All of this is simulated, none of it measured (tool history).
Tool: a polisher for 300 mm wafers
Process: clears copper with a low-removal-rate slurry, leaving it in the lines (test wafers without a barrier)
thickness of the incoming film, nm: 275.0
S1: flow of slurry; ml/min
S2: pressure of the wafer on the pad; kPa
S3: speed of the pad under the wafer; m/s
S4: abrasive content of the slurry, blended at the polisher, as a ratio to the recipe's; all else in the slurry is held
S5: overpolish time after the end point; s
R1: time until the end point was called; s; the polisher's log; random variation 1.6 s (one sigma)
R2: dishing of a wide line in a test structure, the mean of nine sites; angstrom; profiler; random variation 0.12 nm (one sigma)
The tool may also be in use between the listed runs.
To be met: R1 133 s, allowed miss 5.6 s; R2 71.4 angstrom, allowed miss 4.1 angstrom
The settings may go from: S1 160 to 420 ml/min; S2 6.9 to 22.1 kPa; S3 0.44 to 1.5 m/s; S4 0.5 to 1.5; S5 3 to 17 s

{"run": 1, "hour": 0.0, "S1": 270, "S2": 14.5, "S3": 0.96, "S4": 1, "S5": 9, "R1": 141.17, "R2": 146.3}
{"run": 2, "hour": 2.9, "S1": 270, "S2": 14.5, "S3": 0.98, "S4": 1, "S5": 7, "R1": 138.69, "R2": 118.24}
{"run": 3, "hour": 4.0, "S1": 270, "S2": 14.5, "S3": 0.98, "S4": 1.15, "S5": 7, "R1": 131.1, "R2": 126.61}
{"run": 4, "hour": 5.7, "S1": 270, "S2": 17.9, "S3": 0.98, "S4": 1.15, "S5": 7, "R1": 115.58, "R2": 148.22}
{"run": 5, "hour": 12.3, "S1": 270, "S2": 17.9, "S3": 0.98, "S4": 1.3, "S5": 7, "R1": 112.04, "R2": 151.83}
{"run": 6, "hour": 15.9, "S1": 275, "S2": 15.2, "S3": 1.04, "S4": 1.25, "S5": 6, "R1": 116.12, "R2": 117.48}
{"run": 7, "hour": 21.5, "S1": 280, "S2": 13.8, "S3": 1.06, "S4": 1.25, "S5": 5, "R1": 124.69, "R2": 95.554}
{"run": 8, "hour": 28.5, "S1": 280, "S2": 13.1, "S3": 1.06, "S4": 1.25, "S5": 5, "R1": 128.79, "R2": 92.684}
{"run": 9, "hour": 29.8, "S1": 280, "S2": 12.4, "S3": 1.06, "S4": 1.25, "S5": 3, "R1": 129.83, "R2": 55.322}
{"hour": 30.4, "done": "worn pad replaced by a new one"}
{"run": 10, "hour": 30.4, "S1": 275, "S2": 13.1, "S3": 1.02, "S4": 1.25, "S5": 5, "R1": 117.98, "R2": 102.67}
{"run": 11, "hour": 32.1, "S1": 310, "S2": 13.1, "S3": 1.1, "S4": 1.25, "S5": 5, "R1": 107.87, "R2": 106.04}

Which of these 5 next moves meets every target?
{"run": "A", "hour": 33.8, "S1": 220, "S2": 14.5, "S3": 0.8, "S4": 1.3, "S5": 4, "R1": "?", "R2": "?"}
{"run": "B", "hour": 33.8, "S1": 245, "S2": 13.8, "S3": 0.94, "S4": 1.4, "S5": 4, "R1": "?", "R2": "?"}
{"run": "C", "hour": 33.8, "S1": 280, "S2": 8.3, "S3": 1.06, "S4": 1.35, "S5": 4, "R1": "?", "R2": "?"}
{"run": "D", "hour": 33.8, "S1": 405, "S2": 9, "S3": 1, "S4": 1.05, "S5": 4, "R1": "?", "R2": "?"}
{"run": "E", "hour": 33.8, "S1": 335, "S2": 11.7, "S3": 1.1, "S4": 1.2, "S5": 4, "R1": "?", "R2": "?"}

move=A R1=133.9 R2=73.967
move=B R1=119.18 R2=82.825
move=C R1=146.86 R2=67.323
move=D R1=154.23 R2=64.22
move=E R1=119.62 R2=82.413
A: meets every target
B: nearer than the last run, and not there yet
C: brings the result that was furthest off to its target, and leaves another outside
D: takes the result that was furthest off past its target
E: nearer than the last run, and not there yet
Move A is the one to make.

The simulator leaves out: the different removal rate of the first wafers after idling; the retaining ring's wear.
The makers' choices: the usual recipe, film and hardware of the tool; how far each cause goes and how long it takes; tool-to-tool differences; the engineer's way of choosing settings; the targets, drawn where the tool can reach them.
